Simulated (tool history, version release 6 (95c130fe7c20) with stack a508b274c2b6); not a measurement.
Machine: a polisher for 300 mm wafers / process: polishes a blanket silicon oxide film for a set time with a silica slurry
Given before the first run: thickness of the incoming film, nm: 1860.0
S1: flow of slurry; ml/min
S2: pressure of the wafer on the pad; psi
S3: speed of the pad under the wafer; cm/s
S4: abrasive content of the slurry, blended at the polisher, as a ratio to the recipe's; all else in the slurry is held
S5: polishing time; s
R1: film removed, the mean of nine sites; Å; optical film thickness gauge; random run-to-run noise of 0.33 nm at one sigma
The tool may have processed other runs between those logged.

{"run": 1, "hour": 0.0, "S1": 295, "S2": 2.8, "S3": 114, "S4": 1.0, "S5": 24, "R1": 441.35}
{"run": 2, "hour": 6.9, "S1": 295, "S2": 2.8, "S3": 114, "S4": 1.0, "S5": 24, "R1": 437.91}
{"run": 3, "hour": 8.3, "S1": 295, "S2": 2.6, "S3": 114, "S4": 1.0, "S5": 24, "R1": 411.42}
{"run": 4, "hour": 14.5, "S1": 295, "S2": 2.5, "S3": 114, "S4": 1.0, "S5": 24, "R1": 387.7}
{"run": 5, "hour": 17.8, "S1": 295, "S2": 2.4, "S3": 114, "S4": 1.0, "S5": 24, "R1": 370.36}
{"run": 6, "hour": 22.2, "S1": 295, "S2": 2.4, "S3": 114, "S4": 1.15, "S5": 24, "R1": 390.41}
{"run": 7, "hour": 24.0, "S1": 295, "S2": 2.3, "S3": 114, "S4": 1.15, "S5": 24, "R1": 389.76}
{"run": 8, "hour": 27.2, "S1": 295, "S2": 2.2, "S3": 114, "S4": 1.15, "S5": 24, "R1": 364.82}
{"run": 9, "hour": 31.4, "S1": 295, "S2": 1.5, "S3": 112, "S4": 1.15, "S5": 24, "R1": 253.2}
{"run": 10, "hour": 38.5, "S1": 295, "S2": 1.6, "S3": 112, "S4": 1.15, "S5": 24, "R1": 261.94}

Run 11 is up next; what results do you expect?
{"run": 11, "hour": 45.8, "S1": 295, "S2": 1.9, "S3": 112, "S4": 1.15, "S5": 24, "R1": "?"}

R1: 304.96 Å
